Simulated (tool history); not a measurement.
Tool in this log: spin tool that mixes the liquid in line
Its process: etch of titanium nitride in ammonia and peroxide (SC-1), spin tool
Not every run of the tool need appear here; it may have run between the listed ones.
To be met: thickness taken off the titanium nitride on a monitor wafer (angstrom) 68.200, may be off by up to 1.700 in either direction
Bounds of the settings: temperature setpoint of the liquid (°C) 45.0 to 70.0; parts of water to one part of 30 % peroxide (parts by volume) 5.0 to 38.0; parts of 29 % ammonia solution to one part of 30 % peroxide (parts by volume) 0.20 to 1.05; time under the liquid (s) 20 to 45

run  hour  temperature setpoint of the liquid (°C)  parts of water to one part of 30 % peroxide (parts by volume)  parts of 29 % ammonia solution to one part of 30 % peroxide (parts by volume)  time under the liquid (s)  thickness taken off the titanium nitride on a monitor wafer (angstrom)
  1   0.0                                     61.0                                                           21.0                                                                           0.55                         45                                                                  46.414
  2   8.2                                     57.5                                                           21.0                                                                           0.55                         45                                                                  37.049
  3  16.9                                     58.5                                                           21.0                                                                           0.55                         45                                                                  38.737
  4  23.4                                     59.5                                                           21.0                                                                           0.55                         45                                                                  41.823
  5  30.9                                     59.5                                                           21.0                                                                           0.55                         45                                                                  41.784
  6  36.4                                     54.0                                                           21.0                                                                           0.55                         45                                                                  28.646
  7  37.4                                     55.5                                                           21.0                                                                           0.55                         45                                                                  32.181
  8  38.3                                     57.0                                                           21.0                                                                           0.55                         45                                                                  35.745
  9  38.9                                     58.0                                                           21.0                                                                           0.55                         45                                                                  38.036
 10  46.6                                     59.0                                                           21.0                                                                           0.55                         45                                                                  40.727
 11  53.8                                     60.0                                                           21.0                                                                           0.55                         45                                                                  43.713
 12  58.7                                     61.0                                                           21.0                                                                           0.55                         45                                                                  46.396

Pick the move, out of 4, that brings all results within their allowed miss; only one does.
  A  63.6                                     63.5                                                           16.5                                                                           0.60                         45                                                                       ?
  B  63.6                                     66.0                                                           19.0                                                                           0.55                         45                                                                       ?
  C  63.6                                     67.0                                                           25.0                                                                           0.60                         45                                                                       ?
  D  63.6                                     64.5                                                           15.0                                                                           0.60                         45                                                                       ?

move  thickness taken off the titanium nitride on a monitor wafer (angstrom)
   A                                                                  63.613
   B                                                                  67.935
   C                                                                  63.067
   D                                                                  71.431
A: nearer the targets than the last run, but a result is still out of spec
B: meets every target
C: nearer the targets than the last run, but a result is still out of spec
D: takes the biggest miss from the last run beyond its target
The move that meets every target is B.
